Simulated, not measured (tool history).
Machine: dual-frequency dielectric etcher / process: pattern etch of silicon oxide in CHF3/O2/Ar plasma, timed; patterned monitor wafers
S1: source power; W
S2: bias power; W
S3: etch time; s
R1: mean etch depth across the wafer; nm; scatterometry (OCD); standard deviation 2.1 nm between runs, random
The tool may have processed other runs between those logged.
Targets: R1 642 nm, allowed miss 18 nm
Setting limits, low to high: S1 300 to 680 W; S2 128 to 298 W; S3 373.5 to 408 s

run  hour   S1   S2     S3      R1
  1     0  490  213    408  760.34
  2   7.4  490  232    408  784.93
  3   9.1  450  218    402  737.62
  4  10.8  480  218    402  752.49
  5  17.6  480  218  373.5  698.19
  6  22.8  440  218  373.5  681.61
  7  30.8  420  215  373.5  670.88
  8  38.1  410  213  373.5  659.57

5 next moves are on the table. One of them brings every result within its allowed miss. Which?
  A  45.4  440  204    385   ?
  B  45.4  450  199  385.5   ?
  C  45.4  360  203    382   ?
  D  45.4  410  219  379.5   ?
  E  45.4  420  228    381   ?

move      R1
   A   688.8
   B  687.58
   C  647.72
   D  684.17
   E  701.66
A: its largest miss is bigger than the last run's
B: its largest miss is bigger than the last run's
C: in spec on every target
D: its largest miss is bigger than the last run's
E: its largest miss is bigger than the last run's
The right move is C.
